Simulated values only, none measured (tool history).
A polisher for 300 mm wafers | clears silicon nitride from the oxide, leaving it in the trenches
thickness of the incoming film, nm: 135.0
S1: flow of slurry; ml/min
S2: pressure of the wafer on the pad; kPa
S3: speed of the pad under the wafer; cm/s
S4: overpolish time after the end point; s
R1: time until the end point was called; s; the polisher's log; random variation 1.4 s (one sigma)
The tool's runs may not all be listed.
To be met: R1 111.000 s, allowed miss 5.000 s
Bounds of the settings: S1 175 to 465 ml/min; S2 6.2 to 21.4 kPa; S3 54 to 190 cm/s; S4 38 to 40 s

run	day	S1	S2	S3	S4	R1
1	0.000	295	13.8	122	38	182.010
2	0.221	295	13.8	122	38	181.500
3	0.483	295	15.9	124	38	160.260
4	0.704	295	17.2	126	38	144.130
5	1.008	295	17.2	96	38	189.960
6	1.125	295	18.6	106	38	159.700
7	1.183	295	19.3	112	38	143.870
8	1.312	295	20.0	116	38	132.240
9	1.392	295	20.7	118	38	127.020
10	1.650	295	20.7	122	38	125.270
11	1.867	295	20.7	126	38	117.620

4 next moves are on the table. One of them brings every result within its allowed miss. Which?
A	2.083	305	20.0	138	40	?
B	2.083	315	21.4	150	40	?
C	2.083	270	21.4	144	40	?
D	2.083	325	21.4	142	38	?

move	R1
A	111.020
B	95.663
C	100.700
D	100.690
A: meets every target
B: takes the result that was furthest off past its target
C: takes the result that was furthest off past its target
D: takes the result that was furthest off past its target
The right move is A.
